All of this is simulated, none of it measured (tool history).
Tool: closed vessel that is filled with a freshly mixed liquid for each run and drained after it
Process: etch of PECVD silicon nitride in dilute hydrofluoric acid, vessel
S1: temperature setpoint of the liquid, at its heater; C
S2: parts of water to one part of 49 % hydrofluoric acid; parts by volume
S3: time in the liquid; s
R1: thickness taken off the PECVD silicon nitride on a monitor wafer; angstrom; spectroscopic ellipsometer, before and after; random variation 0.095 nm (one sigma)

run 1 day=0.000 | S1=25.0 S2=175 S3=545 | R1=164.28
run 2 day=0.112 | S1=25.0 S2=125 S3=545 | R1=228.37
run 3 day=0.471 | S1=23.5 S2=130 S3=545 | R1=199.65
run 4 day=0.600 | S1=23.5 S2=100 S3=545 | R1=261.35
run 5 day=0.896 | S1=22.0 S2=100 S3=545 | R1=229.64
run 6 day=1.162 | S1=21.0 S2=110 S3=545 | R1=200.03
run 7 day=1.229 | S1=20.5 S2=120 S3=545 | R1=178.01

Run 8 comes next. What will it give?
run 8 day=1.296 | S1=20.0 S2=125 S3=545 | R1=?

{"run 8": {"R1": 162.51}}
